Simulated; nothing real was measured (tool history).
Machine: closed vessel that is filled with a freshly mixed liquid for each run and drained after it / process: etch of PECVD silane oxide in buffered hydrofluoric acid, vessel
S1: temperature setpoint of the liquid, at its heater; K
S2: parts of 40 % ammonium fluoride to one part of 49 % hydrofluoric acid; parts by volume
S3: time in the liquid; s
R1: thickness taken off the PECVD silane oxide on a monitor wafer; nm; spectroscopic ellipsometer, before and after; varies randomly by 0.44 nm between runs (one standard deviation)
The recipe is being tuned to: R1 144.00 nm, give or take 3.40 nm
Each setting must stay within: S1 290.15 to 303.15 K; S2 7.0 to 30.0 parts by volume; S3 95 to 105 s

run 1 hour=0.0 | S1=295.15 S2=19.0 S3=95 | R1=220.54
run 2 hour=5.0 | S1=295.15 S2=22.5 S3=95 | R1=193.45
run 3 hour=11.0 | S1=295.15 S2=24.5 S3=95 | R1=182.32
run 4 hour=18.9 | S1=294.15 S2=24.5 S3=95 | R1=173.84
run 5 hour=26.7 | S1=293.15 S2=24.5 S3=95 | R1=163.24
run 6 hour=35.9 | S1=292.65 S2=24.5 S3=95 | R1=158.74
run 7 hour=43.3 | S1=292.15 S2=24.5 S3=95 | R1=153.73
run 8 hour=49.6 | S1=291.65 S2=24.5 S3=95 | R1=149.26

Which one of the following 5 next-run settings gets every result inside its allowed miss? There is exactly one.
run A hour=55.9 | S1=292.65 S2=27.5 S3=100 | R1=?
run B hour=55.9 | S1=291.65 S2=24.0 S3=95 | R1=?
run C hour=55.9 | S1=291.65 S2=26.5 S3=100 | R1=?
run D hour=55.9 | S1=290.15 S2=22.5 S3=100 | R1=?
run E hour=55.9 | S1=291.15 S2=26.5 S3=100 | R1=?

move=A R1=155.13
move=B R1=153.02
move=C R1=150.39
move=D R1=154.61
move=E R1=146.17
A: misses by more than the last run did
B: misses by more than the last run did
C: misses by more than the last run did
D: misses by more than the last run did
E: every result lands within tolerance
Correct choice: E, which meets every target

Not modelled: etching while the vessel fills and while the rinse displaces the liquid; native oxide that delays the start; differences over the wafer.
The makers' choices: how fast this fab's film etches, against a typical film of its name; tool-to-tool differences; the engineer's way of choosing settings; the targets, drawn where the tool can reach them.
